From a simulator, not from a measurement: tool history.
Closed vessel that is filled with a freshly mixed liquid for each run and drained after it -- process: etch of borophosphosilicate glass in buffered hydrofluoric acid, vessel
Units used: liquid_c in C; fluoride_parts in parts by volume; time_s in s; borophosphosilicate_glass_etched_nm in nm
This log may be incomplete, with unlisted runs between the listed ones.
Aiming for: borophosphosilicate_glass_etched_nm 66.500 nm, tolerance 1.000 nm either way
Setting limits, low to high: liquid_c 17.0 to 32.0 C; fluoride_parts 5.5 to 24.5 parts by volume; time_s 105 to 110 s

run,hour,liquid_c,fluoride_parts,time_s,borophosphosilicate_glass_etched_nm
1,0.0,24.0,15.0,105,96.373
2,5.8,24.0,18.0,105,80.544
3,6.7,23.0,18.0,105,75.687
4,13.7,23.0,18.0,110,79.628
5,18.6,26.0,18.0,110,93.716
6,27.8,23.5,18.0,110,82.334
7,30.1,22.0,18.0,110,75.815
8,36.3,21.0,18.0,110,71.531

Exercise: of the 4 proposed moves below, exactly one satisfies all targets within the stated allowed misses. Which move is it?
A,42.5,20.5,18.0,105,?
B,42.5,18.0,15.0,105,?
C,42.5,21.0,18.0,105,?
D,42.5,23.5,18.0,110,?

move,borophosphosilicate_glass_etched_nm
A,66.739
B,69.549
C,68.608
D,82.415
A: all results in spec
B: nearer the targets than the last run, but a result is still out of spec
C: nearer the targets than the last run, but a result is still out of spec
D: its largest miss is bigger than the last run's
A meets every target.
